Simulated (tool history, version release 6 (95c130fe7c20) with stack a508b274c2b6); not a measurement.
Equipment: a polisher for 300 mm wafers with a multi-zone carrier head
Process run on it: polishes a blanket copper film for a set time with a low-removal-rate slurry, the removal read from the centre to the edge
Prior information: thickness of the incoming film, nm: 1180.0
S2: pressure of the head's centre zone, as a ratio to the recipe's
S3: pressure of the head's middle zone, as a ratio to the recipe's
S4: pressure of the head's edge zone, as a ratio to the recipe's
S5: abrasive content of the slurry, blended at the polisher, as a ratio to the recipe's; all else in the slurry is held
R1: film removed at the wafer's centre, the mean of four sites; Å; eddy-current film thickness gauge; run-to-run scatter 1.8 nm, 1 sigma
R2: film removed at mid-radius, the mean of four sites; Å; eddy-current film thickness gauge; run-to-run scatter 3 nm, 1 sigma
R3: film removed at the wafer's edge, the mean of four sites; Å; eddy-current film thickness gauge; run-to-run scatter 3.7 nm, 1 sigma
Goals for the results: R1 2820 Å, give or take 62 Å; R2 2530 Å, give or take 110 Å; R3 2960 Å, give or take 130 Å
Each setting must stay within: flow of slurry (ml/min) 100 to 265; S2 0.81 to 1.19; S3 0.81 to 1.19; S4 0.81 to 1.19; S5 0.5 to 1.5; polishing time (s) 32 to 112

run 1 day=0 | flow_of_slurry_(ml/min)=170 S2=1 S3=1 S4=1 S5=1 polishing_time_(s)=72 | R1=3078.6 R2=3044.1 R3=3073.7
run 2 day=0.071 | flow_of_slurry_(ml/min)=170 S2=1 S3=1.03 S4=1 S5=1 polishing_time_(s)=72 | R1=3067.1 R2=3111.6 R3=3047.8
run 3 day=0.271 | flow_of_slurry_(ml/min)=170 S2=1 S3=1.03 S4=1.05 S5=1 polishing_time_(s)=72 | R1=3057.6 R2=3135.2 R3=3108.1
run 4 day=0.3 | flow_of_slurry_(ml/min)=140 S2=1 S3=1.03 S4=1.05 S5=1 polishing_time_(s)=72 | R1=2935.3 R2=3018.2 R3=3058.4
run 5 day=0.467 | flow_of_slurry_(ml/min)=140 S2=1 S3=1.03 S4=1.05 S5=1 polishing_time_(s)=64 | R1=2635.2 R2=2741.8 R3=2708.8
run 6 day=0.612 | flow_of_slurry_(ml/min)=140 S2=1 S3=1.03 S4=1.12 S5=1 polishing_time_(s)=64 | R1=2631.5 R2=2713.8 R3=2728.9
run 7 day=0.958 | flow_of_slurry_(ml/min)=140 S2=1 S3=1 S4=1.13 S5=1.05 polishing_time_(s)=64 | R1=2638.9 R2=2643.3 R3=2883.3
run 8 day=1.138 | flow_of_slurry_(ml/min)=145 S2=1.01 S3=0.99 S4=1.13 S5=1.05 polishing_time_(s)=64 | R1=2710.9 R2=2672.4 R3=2841.1
run 9 day=1.171 | flow_of_slurry_(ml/min)=145 S2=1.01 S3=0.97 S4=1.14 S5=1.05 polishing_time_(s)=64 | R1=2690.7 R2=2537.9 R3=2848.9
run 10 day=1.246 | flow_of_slurry_(ml/min)=150 S2=1.01 S3=0.96 S4=1.14 S5=1.05 polishing_time_(s)=64 | R1=2713 R2=2570.6 R3=2875.5
run 11 day=1.45 | flow_of_slurry_(ml/min)=155 S2=1.01 S3=0.95 S4=1.14 S5=1.05 polishing_time_(s)=64 | R1=2695.5 R2=2608.4 R3=2916.1

Exactly one of the 4 candidate moves below puts every result within its allowed miss. Which one?
run A day=1.654 | flow_of_slurry_(ml/min)=175 S2=1.03 S3=1.03 S4=1.17 S5=1.1 polishing_time_(s)=58 | R1=? R2=? R3=?
run B day=1.654 | flow_of_slurry_(ml/min)=145 S2=1 S3=0.97 S4=1.1 S5=0.95 polishing_time_(s)=66 | R1=? R2=? R3=?
run C day=1.654 | flow_of_slurry_(ml/min)=165 S2=0.86 S3=0.94 S4=1.17 S5=1 polishing_time_(s)=69 | R1=? R2=? R3=?
run D day=1.654 | flow_of_slurry_(ml/min)=150 S2=1 S3=0.88 S4=1.08 S5=1.15 polishing_time_(s)=66 | R1=? R2=? R3=?

move=A R1=2592.7 R2=2589.1 R3=2745.7
move=B R1=2682.7 R2=2636.2 R3=2875.5
move=C R1=2494.5 R2=2774.1 R3=3186.2
move=D R1=2805.9 R2=2542 R3=2978
A: misses by more than the last run did
B: misses by more than the last run did
C: misses by more than the last run did
D: all results land within tolerance of their targets
Correct choice: D, which meets every target
